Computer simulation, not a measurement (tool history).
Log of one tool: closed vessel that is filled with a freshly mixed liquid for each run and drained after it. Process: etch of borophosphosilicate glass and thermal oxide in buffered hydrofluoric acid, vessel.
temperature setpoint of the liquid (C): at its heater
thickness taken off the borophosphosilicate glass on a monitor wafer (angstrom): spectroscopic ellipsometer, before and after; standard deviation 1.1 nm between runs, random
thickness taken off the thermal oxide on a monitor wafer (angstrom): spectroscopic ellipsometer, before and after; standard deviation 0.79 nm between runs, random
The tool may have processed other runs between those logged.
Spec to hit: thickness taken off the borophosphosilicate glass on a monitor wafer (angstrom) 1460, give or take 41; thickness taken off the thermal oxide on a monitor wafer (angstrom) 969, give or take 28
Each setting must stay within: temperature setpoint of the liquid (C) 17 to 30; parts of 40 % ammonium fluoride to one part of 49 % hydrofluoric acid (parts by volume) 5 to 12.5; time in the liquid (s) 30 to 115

run  hour  temperature setpoint of the liquid (C)  parts of 40 % ammonium fluoride to one part of 49 % hydrofluoric acid (parts by volume)  time in the liquid (s)  thickness taken off the borophosphosilicate glass on a monitor wafer (angstrom)  thickness taken off the thermal oxide on a monitor wafer (angstrom)
  1     0                                      22                                                                                      7.5                      60                                                                           1276.9                                                               848.99
  2   8.6                                      22                                                                                        9                      60                                                                           1045.6                                                               701.79
  3  12.9                                      22                                                                                       10                      60                                                                            944.8                                                               628.86
  4  19.9                                      24                                                                                       10                      60                                                                           1046.1                                                               696.92
  5  27.9                                      24                                                                                       10                      40                                                                           702.36                                                               464.46
  6  29.1                                      26                                                                                        9                      40                                                                           858.46                                                               578.17
  7  34.8                                      27                                                                                        8                      40                                                                           1048.6                                                               687.64
  8  40.1                                      30                                                                                      6.5                      45                                                                             1677                                                               1087.6
  9  48.6                                      29                                                                                      6.5                      45                                                                           1570.5                                                               1056.5
 10    55                                    28.5                                                                                      6.5                      45                                                                           1517.7                                                               1019.3

Of the 5 settings listed for the next run, only one would bring every result within its allowed miss of target. Which one?
  A  61.4                                    28.5                                                                                      6.5                      40                                                                                ?                                                                    ?
  B  61.4                                      21                                                                                      5.5                      55                                                                                ?                                                                    ?
  C  61.4                                      30                                                                                        9                      50                                                                                ?                                                                    ?
  D  61.4                                    26.5                                                                                      5.5                      45                                                                                ?                                                                    ?
  E  61.4                                      30                                                                                        8                      45                                                                                ?                                                                    ?

move  thickness taken off the borophosphosilicate glass on a monitor wafer (angstrom)  thickness taken off the thermal oxide on a monitor wafer (angstrom)
   A                                                                             1358                                                               904.94
   B                                                                           1448.3                                                               954.87
   C                                                                           1330.8                                                                891.6
   D                                                                           1590.6                                                                 1054
   E                                                                           1361.9                                                               911.25
A: takes the biggest miss from the last run beyond its target
B: every result within its allowed miss
C: takes the biggest miss from the last run beyond its target
D: misses by more than the last run did
E: takes the biggest miss from the last run beyond its target
The right move is B.
